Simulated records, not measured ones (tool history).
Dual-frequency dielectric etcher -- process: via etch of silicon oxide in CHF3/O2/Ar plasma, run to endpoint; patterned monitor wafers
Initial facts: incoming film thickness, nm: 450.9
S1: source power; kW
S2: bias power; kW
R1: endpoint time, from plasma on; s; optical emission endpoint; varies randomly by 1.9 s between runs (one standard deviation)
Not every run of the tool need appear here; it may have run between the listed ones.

Run 1, hour 0.0: S1 0.540 kW, S2 0.224 kW. Result: R1 211.85 s.
Run 2, hour 8.6: S1 0.540 kW, S2 0.202 kW. Result: R1 224.58 s.
Run 3, hour 12.7: S1 0.510 kW, S2 0.199 kW. Result: R1 226.11 s.
Run 4, hour 21.5: S1 0.480 kW, S2 0.191 kW. Result: R1 239.25 s.
Run 5, hour 30.0: S1 0.470 kW, S2 0.190 kW. Result: R1 240.85 s.
Run 6, hour 33.6: S1 0.520 kW, S2 0.190 kW. Result: R1 233.04 s.
At hour 34.8: source power generator calibrated.
Run 7, hour 34.8: S1 0.500 kW, S2 0.188 kW. Result: R1 233.21 s.

Forecast run 8:
Run 8, hour 37.9: S1 0.480 kW, S2 0.186 kW. Result: R1 ?.

R1: 236.77 s

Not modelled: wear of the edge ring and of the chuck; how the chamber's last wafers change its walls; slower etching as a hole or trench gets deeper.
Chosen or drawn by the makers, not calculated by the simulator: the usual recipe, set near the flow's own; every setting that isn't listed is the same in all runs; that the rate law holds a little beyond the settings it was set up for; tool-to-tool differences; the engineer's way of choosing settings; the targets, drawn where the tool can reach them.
